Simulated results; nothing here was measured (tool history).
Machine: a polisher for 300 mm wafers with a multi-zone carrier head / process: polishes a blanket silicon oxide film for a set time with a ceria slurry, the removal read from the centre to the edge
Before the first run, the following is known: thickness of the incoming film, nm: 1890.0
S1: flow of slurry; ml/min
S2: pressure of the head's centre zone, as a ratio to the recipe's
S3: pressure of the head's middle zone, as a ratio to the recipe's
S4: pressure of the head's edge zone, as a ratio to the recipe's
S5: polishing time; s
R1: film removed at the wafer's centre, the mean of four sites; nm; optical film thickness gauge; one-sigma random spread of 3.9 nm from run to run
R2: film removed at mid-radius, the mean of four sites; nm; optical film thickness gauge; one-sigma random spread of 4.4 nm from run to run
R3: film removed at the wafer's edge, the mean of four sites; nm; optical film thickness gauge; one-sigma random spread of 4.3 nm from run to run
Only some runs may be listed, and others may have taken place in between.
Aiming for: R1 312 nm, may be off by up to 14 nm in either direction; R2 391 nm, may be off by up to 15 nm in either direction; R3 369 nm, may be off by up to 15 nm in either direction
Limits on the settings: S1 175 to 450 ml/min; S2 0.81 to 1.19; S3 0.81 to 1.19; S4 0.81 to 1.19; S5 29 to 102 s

run  hour   S1    S2    S3   S4  S5      R1      R2      R3
  1     0  290     1     1    1  65  275.21  299.43  301.69
  2   2.3  290  1.06     1    1  65  300.07  292.55  295.79
  3   5.2  335  1.06     1    1  65  300.88  296.06  298.73
  4   7.9  335  1.06  0.97    1  65  312.27  297.43  302.03
  5   9.8  335  1.06  0.97    1  57  267.66  258.24  263.98
  6  11.3  335  0.99  0.97    1  57  254.33  251.88  263.25
  7  12.6  330  0.89  1.07  1.1  75  292.55  368.36  366.49
  8    17  335   0.9  1.08  1.1  75  294.75   374.4  365.19

Exactly one of the 4 candidate moves below puts every result within its allowed miss. Which one?
  A  21.4  290  0.91  1.11  1.05  79   ?   ?   ?
  B  21.4  330  0.93  1.04   1.1  76   ?   ?   ?
  C  21.4  285  0.81  1.15  1.18  77   ?   ?   ?
  D  21.4  410  0.92  0.98  1.14  74   ?   ?   ?

move      R1      R2      R3
   A  317.84  391.65  369.05
   B   316.4  360.95  366.92
   C  275.04  392.72  381.05
   D  310.23  340.26  368.77
A: hits every target within its allowed miss
B: gets the furthest-off result to its target, but another result is out of tolerance
C: lands further from the targets than the last run did
D: gets the furthest-off result to its target, but another result is out of tolerance
A meets every target.

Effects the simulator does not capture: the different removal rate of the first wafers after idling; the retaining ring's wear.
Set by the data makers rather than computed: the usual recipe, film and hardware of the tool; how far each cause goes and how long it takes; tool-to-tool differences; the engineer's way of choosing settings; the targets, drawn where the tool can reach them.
